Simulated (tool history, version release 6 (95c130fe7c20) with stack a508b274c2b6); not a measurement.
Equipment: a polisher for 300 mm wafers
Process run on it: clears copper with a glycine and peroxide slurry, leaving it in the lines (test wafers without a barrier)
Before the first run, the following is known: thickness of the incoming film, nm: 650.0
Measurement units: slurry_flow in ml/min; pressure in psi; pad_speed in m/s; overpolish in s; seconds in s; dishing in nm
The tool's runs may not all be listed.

{"run": 1, "hour": 0.0, "slurry_flow": 255, "pressure": 3, "pad_speed": 1.24, "overpolish": 19, "seconds": 81.412, "dishing": 57.844}
{"run": 2, "hour": 3.0, "slurry_flow": 250, "pressure": 2.8, "pad_speed": 1.28, "overpolish": 18, "seconds": 82.342, "dishing": 55.144}
{"run": 3, "hour": 6.1, "slurry_flow": 240, "pressure": 2.7, "pad_speed": 1.3, "overpolish": 17, "seconds": 88.267, "dishing": 55.98}
{"run": 4, "hour": 7.8, "slurry_flow": 185, "pressure": 2.7, "pad_speed": 1.3, "overpolish": 17, "seconds": 89.392, "dishing": 53.569}
{"run": 5, "hour": 13.8, "slurry_flow": 185, "pressure": 2.3, "pad_speed": 1.3, "overpolish": 17, "seconds": 106.38, "dishing": 49.496}
{"run": 6, "hour": 17.6, "slurry_flow": 235, "pressure": 2.3, "pad_speed": 1.3, "overpolish": 17, "seconds": 101.75, "dishing": 49.538}
{"run": 7, "hour": 18.3, "slurry_flow": 250, "pressure": 2.3, "pad_speed": 1.3, "overpolish": 16, "seconds": 99.273, "dishing": 49.98}

Forecast run 8:
{"run": 8, "hour": 23.2, "slurry_flow": 265, "pressure": 2.4, "pad_speed": 1.24, "overpolish": 15, "seconds": "?", "dishing": "?"}

Run 8 yielded seconds 100.63 s, dishing 46.39 nm.

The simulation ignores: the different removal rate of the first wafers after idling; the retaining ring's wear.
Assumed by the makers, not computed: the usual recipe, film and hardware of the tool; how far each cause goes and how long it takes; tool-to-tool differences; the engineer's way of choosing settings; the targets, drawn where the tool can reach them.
